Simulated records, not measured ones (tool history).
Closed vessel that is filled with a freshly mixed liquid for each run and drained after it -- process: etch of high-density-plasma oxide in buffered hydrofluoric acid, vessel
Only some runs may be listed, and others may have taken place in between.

run,hour,temperature setpoint of the liquid (C),parts of 40 % ammonium fluoride to one part of 49 % hydrofluoric acid (parts by volume),time in the liquid (s),thickness taken off the high-density-plasma oxide on a monitor wafer (angstrom)
1,0,24,22.5,85,475.67
2,0.6,24,27.5,85,412.35
3,5.4,25,27.5,85,435.54
4,5.9,25,27.5,85,436.74
5,9.4,26,27.5,85,462.16
6,17,26.5,27.5,85,475.35
7,22.8,30.5,27,85,595.21

Run 8, settings as shown, results not yet in. Your forecast:
8,31.4,30.5,27,85,?

thickness taken off the high-density-plasma oxide on a monitor wafer (angstrom): 590.95
